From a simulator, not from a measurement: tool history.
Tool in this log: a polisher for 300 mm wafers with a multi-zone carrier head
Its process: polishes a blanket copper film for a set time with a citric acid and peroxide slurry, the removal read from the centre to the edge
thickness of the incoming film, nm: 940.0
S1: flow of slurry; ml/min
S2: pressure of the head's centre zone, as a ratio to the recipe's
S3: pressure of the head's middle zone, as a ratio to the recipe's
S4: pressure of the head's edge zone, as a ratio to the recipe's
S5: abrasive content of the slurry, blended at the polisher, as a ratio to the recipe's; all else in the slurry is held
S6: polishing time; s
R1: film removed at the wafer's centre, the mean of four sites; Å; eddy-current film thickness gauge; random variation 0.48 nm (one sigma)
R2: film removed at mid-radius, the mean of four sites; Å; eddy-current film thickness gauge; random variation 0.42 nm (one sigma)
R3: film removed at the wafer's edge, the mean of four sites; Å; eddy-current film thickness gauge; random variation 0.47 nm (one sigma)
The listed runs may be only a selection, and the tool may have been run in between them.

run 1 hour=0.0 | S1=295 S2=1.00 S3=1.00 S4=1.00 S5=1.00 S6=50 | R1=894.56 R2=885.36 R3=892.02
run 2 hour=5.8 | S1=325 S2=1.00 S3=1.00 S4=1.00 S5=1.00 S6=50 | R1=917.32 R2=912.35 R3=905.27
run 3 hour=11.0 | S1=325 S2=1.00 S3=1.00 S4=0.94 S5=1.00 S6=50 | R1=912.86 R2=919.19 R3=868.69
run 4 hour=12.5 | S1=325 S2=1.05 S3=1.00 S4=0.94 S5=1.00 S6=50 | R1=945.53 R2=899.25 R3=866.40
run 5 hour=13.2 | S1=325 S2=1.05 S3=1.00 S4=0.94 S5=1.20 S6=50 | R1=1012.70 R2=940.88 R3=911.85
run 6 hour=17.3 | S1=325 S2=1.13 S3=1.00 S4=0.94 S5=1.20 S6=50 | R1=1054.10 R2=932.17 R3=903.12
-- hour=20.3 worn pad replaced by a new one
run 7 hour=20.3 | S1=315 S2=1.09 S3=0.98 S4=0.94 S5=1.10 S6=48 | R1=1021.00 R2=931.65 R3=915.33
run 8 hour=21.2 | S1=320 S2=1.08 S3=0.99 S4=0.97 S5=1.00 S6=44 | R1=933.48 R2=842.19 R3=840.05
run 9 hour=23.3 | S1=235 S2=0.98 S3=0.89 S4=0.87 S5=0.75 S6=30 | R1=521.22 R2=479.57 R3=499.10
run 10 hour=31.5 | S1=240 S2=0.97 S3=0.90 S4=0.89 S5=0.75 S6=30 | R1=520.22 R2=486.45 R3=509.38
run 11 hour=35.9 | S1=245 S2=0.96 S3=0.91 S4=0.91 S5=0.75 S6=30 | R1=515.24 R2=488.03 R3=511.09
run 12 hour=38.2 | S1=250 S2=0.95 S3=0.92 S4=0.93 S5=0.75 S6=30 | R1=501.94 R2=497.36 R3=520.01

Run 13 is up next; what results do you expect?
run 13 hour=40.6 | S1=255 S2=0.95 S3=0.92 S4=0.94 S5=0.75 S6=30 | R1=? R2=? R3=?

Logged for run 13: R1 507.92 Å, R2 497.15 Å, R3 515.62 Å.

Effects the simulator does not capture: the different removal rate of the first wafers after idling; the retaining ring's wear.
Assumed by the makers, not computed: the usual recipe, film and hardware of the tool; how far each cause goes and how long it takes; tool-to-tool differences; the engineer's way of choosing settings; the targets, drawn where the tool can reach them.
